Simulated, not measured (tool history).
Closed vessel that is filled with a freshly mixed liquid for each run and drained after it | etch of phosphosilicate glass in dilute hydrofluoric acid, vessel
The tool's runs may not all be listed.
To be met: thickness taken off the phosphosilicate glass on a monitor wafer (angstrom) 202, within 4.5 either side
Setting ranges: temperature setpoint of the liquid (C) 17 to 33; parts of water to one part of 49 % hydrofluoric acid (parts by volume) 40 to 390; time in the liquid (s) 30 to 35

| run | hour | temperature setpoint of the liquid (C) | parts of water to one part of 49 % hydrofluoric acid (parts by volume) | time in the liquid (s) | thickness taken off the phosphosilicate glass on a monitor wafer (angstrom) |
|---|---|---|---|---|---|
| 1 | 0 | 25 | 215 | 35 | 109.93 |
| 2 | 1.9 | 25 | 270 | 35 | 82.478 |
| 3 | 3 | 27 | 235 | 35 | 105.38 |
| 4 | 12.2 | 28.5 | 210 | 35 | 129.02 |
| 5 | 17.9 | 29.5 | 195 | 35 | 145.93 |
| 6 | 20 | 30.5 | 185 | 35 | 160.18 |
| 7 | 21.9 | 31 | 180 | 35 | 168.82 |
| 8 | 27.9 | 31.5 | 175 | 35 | 177.92 |
| 9 | 36.6 | 32 | 170 | 35 | 188.94 |
| 10 | 42.3 | 32.5 | 170 | 35 | 191.69 |

Which of these 5 next moves meets every target?
| A | 48 | 33 | 165 | 35 | ? |
| B | 48 | 31.5 | 170 | 35 | ? |
| C | 48 | 32 | 145 | 30 | ? |
| D | 48 | 31.5 | 175 | 35 | ? |
| E | 48 | 33 | 160 | 35 | ? |

| move | thickness taken off the phosphosilicate glass on a monitor wafer (angstrom) |
|---|---|
| A | 202.53 |
| B | 185.39 |
| C | 196.09 |
| D | 178.91 |
| E | 210.3 |
A: every result lands within tolerance
B: misses by more than the last run did
C: nearer the targets than the last run, but a result is still out of spec
D: misses by more than the last run did
E: takes the result that was furthest off past its target
Correct choice: A, which meets every target
